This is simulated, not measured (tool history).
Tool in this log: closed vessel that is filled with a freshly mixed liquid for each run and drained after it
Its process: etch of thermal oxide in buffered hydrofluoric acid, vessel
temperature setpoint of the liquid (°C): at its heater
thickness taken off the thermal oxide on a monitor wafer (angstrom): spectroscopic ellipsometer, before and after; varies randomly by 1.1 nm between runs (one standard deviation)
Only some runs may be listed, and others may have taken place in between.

run,day,temperature setpoint of the liquid (°C),parts of 40 % ammonium fluoride to one part of 49 % hydrofluoric acid (parts by volume),time in the liquid (s),thickness taken off the thermal oxide on a monitor wafer (angstrom)
1,0,22,15.5,150,995.87
2,0.212,22,13.5,150,1147.2
3,0.471,22,9.5,150,1568.4
4,0.671,22,12,150,1287.3
5,0.962,19.5,12,150,1108.3
6,1.062,20.5,12,150,1169.2
7,1.088,21.5,12,150,1248.4
8,1.288,22,12,150,1276.5

Forecast run 9:
9,1.612,22.5,12,150,?

{"run 9": {"thickness taken off the thermal oxide on a monitor wafer (angstrom)": 1314.1}}

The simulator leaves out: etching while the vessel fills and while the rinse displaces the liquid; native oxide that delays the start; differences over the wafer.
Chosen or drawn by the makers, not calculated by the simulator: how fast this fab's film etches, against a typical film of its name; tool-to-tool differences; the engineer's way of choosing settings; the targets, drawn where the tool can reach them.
